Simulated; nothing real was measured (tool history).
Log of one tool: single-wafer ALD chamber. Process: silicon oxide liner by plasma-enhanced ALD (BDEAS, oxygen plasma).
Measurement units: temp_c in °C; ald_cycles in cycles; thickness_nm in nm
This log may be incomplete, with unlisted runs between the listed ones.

run,hour,temp_c,ald_cycles,thickness_nm
1,0,320,56,5.001
2,2.3,320,59,5.2505
3,7.9,320,55,4.8949
4,15.1,320,47,4.1804
5,21.9,320,42,3.7335
6,23.7,328,42,3.6908
7,29.2,324,47,4.1647
8,33,324,51,4.5212
9,41,324,54,4.7696
10,45.9,323,57,5.0523
11,47.1,321,59,5.2491
12,51.7,320,61,5.4514
13,58.9,319,62,5.5129
14,61.8,319,62,5.5509
15,66.3,319,63,5.6246
16,67.6,319,64,5.7113

For run 17, what comes out?
17,73.5,319,65,?

thickness_nm: 5.8007 nm

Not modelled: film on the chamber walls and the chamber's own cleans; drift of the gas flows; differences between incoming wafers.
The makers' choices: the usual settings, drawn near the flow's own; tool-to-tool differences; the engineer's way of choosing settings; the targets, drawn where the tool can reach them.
